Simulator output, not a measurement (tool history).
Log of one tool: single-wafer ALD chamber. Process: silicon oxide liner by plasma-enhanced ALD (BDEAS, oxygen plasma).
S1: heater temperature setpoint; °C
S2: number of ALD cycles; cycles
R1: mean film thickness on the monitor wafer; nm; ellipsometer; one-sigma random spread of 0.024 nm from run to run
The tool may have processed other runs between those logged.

run,hour,S1,S2,R1
1,0.0,315,39,3.4253
2,6.5,315,40,3.5633
3,10.7,315,41,3.5934
4,15.0,309,41,3.6323
5,16.0,317,41,3.6153
6,19.0,317,36,3.1631

What does the tool deliver on the next run?
7,21.4,317,38,?

R1: 3.3684 nm
